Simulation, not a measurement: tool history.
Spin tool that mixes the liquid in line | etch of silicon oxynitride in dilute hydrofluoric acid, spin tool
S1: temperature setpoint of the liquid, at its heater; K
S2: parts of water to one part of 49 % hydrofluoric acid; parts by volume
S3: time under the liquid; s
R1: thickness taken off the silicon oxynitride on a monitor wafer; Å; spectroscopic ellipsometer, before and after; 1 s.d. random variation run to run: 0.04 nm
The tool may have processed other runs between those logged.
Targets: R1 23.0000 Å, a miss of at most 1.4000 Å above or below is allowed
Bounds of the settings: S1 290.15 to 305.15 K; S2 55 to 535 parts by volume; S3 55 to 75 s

run	hour	S1	S2	S3	R1
1	0.0	297.15	295	75	7.6805
2	0.6	297.15	295	55	5.7645
3	4.4	297.15	295	55	5.8343
4	10.2	297.15	380	55	4.3366
5	16.6	297.15	380	55	4.0725
6	25.6	297.15	285	55	6.0137
7	26.9	298.15	245	60	8.1507
8	35.0	299.15	215	60	9.9948
9	43.3	300.15	195	60	11.5720
10	46.3	300.65	180	60	13.2130
11	52.9	300.65	180	60	12.5810
12	58.4	304.15	60	65	56.2610
13	62.9	303.15	60	65	52.8720
14	67.8	301.15	60	65	48.8550
15	73.0	300.65	75	65	36.4180
16	76.4	299.65	75	65	35.0320
17	80.4	295.65	120	65	17.8980
18	88.3	296.15	120	65	18.2870

5 next moves are on the table. One of them brings every result within its allowed miss. Which?
A	96.2	296.15	105	70	?
B	96.2	298.15	130	65	?
C	96.2	294.15	125	60	?
D	96.2	296.65	75	55	?
E	96.2	294.15	130	65	?

move	R1
A	22.7670
B	18.3690
C	14.6750
D	26.2870
E	15.2310
A: all results land within tolerance of their targets
B: no better and no worse than the last run
C: its largest miss is bigger than the last run's
D: pushes the last run's worst result past its target
E: its largest miss is bigger than the last run's
The move that meets every target is A.

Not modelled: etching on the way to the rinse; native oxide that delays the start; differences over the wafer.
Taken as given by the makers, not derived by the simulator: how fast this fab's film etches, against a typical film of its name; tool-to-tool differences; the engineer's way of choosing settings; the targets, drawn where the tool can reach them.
